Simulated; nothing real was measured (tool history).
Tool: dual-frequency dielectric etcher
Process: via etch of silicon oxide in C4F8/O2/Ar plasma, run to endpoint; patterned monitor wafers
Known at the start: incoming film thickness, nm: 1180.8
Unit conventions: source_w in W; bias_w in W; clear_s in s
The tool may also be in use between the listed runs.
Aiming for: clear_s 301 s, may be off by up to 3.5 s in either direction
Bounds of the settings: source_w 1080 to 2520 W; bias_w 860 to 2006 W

run  hour  source_w  bias_w  clear_s
  1     0      1800    1433   251.36
  2   1.9      1660    1408   262.64
  3   9.2      1910    1408   244.17
  4  14.2      1910    1496   241.39
  5  16.6      1910    1636   236.87
  6  21.9      1720    1636   249.31
  7  25.9      1600    1613   263.45
     28.3  -- source power generator calibrated
  8  28.3      1520    1608   275.77

Below are 5 possible settings for the next run. Only one of them brings all results inside the allowed miss of their targets. Which is it?
  A  30.7      1510    1283        ?
  B  30.7      1320    1662        ?
  C  30.7      1260    1591        ?
  D  30.7      1910    1747        ?
  E  30.7      1460    1547        ?

move  clear_s
   A   289.02
   B   300.87
   C   313.45
   D   237.24
   E   285.42
A: nearer the targets than the last run, but a result is still out of spec
B: meets every target
C: moves the result that the last run missed by most past its target, out the other side
D: misses by more than the last run did
E: nearer the targets than the last run, but a result is still out of spec
Correct choice: B, which meets every target
